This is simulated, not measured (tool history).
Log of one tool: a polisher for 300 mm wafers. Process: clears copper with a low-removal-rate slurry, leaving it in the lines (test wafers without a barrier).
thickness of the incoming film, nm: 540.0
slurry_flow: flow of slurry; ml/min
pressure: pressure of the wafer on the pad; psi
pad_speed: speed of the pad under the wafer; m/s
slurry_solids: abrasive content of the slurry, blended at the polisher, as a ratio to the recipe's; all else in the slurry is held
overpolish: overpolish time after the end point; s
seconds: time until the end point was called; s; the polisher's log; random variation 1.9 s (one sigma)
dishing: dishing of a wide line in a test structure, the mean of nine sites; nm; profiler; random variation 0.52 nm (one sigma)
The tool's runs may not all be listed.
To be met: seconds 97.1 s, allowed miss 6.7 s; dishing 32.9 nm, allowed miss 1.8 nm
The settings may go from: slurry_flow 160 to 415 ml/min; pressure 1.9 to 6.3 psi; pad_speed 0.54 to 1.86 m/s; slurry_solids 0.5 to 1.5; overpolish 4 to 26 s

run	hour	slurry_flow	pressure	pad_speed	slurry_solids	overpolish	seconds	dishing
1	0	265	4.1	1.18	1	13	142.21	36.656
2	8	265	4.3	1.18	1	12	135.53	36.106
3	9.5	265	3.6	1.18	1	12	156.79	30.604
4	15.5	265	3.1	1.18	1	12	179.73	26.313
5	19.7	265	3.1	1.18	1.15	12	175.9	27.915
6	27.8	265	3.4	1.2	1.15	11	156.07	27.423
7	35.6	265	4.5	1.22	1.15	9	120.44	30.464
8	41.6	265	4.6	1.22	1.15	9	119.61	31.322
9	49.1	265	4.7	1.22	1.15	9	113.84	31.78
10	57.6	265	4.8	1.22	1.15	9	113.3	32.57
11	65.2	265	4.8	1.22	1.15	9	108.5	32.199
12	73.2	270	5	1.22	1.15	9	106.92	33.327

4 next moves are on the table. One of them brings every result within its allowed miss. Which?
A	81.2	400	4.9	1.24	1.5	9	?	?
B	81.2	320	4.8	1.36	1.2	8	?	?
C	81.2	200	5.8	0.92	1.3	12	?	?
D	81.2	240	4.8	1.18	1.05	10	?	?

move	seconds	dishing
A	98.573	36.921
B	99.113	33.073
C	123.11	39.344
D	120.87	33.809
A: brings the result that was furthest off to its target, and leaves another outside
B: meets every target
C: further off than the last run
D: further off than the last run
Move B is the one to make.
